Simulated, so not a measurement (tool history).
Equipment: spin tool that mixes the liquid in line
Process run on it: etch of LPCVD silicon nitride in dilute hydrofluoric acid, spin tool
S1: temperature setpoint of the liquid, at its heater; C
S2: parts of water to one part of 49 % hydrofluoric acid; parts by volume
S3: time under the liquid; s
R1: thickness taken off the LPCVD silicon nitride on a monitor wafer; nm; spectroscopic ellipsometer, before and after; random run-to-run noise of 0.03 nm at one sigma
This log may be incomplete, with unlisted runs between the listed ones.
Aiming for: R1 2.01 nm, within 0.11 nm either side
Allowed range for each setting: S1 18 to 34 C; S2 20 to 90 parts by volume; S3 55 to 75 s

run	hour	S1	S2	S3	R1
1	0	26	50	75	0.92079
2	7.8	26	50	55	0.68931
3	13.2	28	45	55	0.87226
4	16.2	29.5	40	60	1.1651
5	16.8	29.5	50	60	0.95555
6	19.6	32	50	60	1.1182
7	22.6	32.5	45	60	1.286
8	28.2	33	40	60	1.447
9	33.3	33	35	60	1.6508

Below are 5 possible settings for the next run. Only one of them brings all results inside the allowed miss of their targets. Which is it?
A	38.4	32	45	70	?
B	38.4	32	35	75	?
C	38.4	33.5	35	55	?
D	38.4	31	45	75	?
E	38.4	30	30	55	?

move	R1
A	1.4082
B	1.933
C	1.5599
D	1.4152
E	1.448
A: further off than the last run
B: all results in spec
C: further off than the last run
D: further off than the last run
E: further off than the last run
Go with B: it meets all targets.
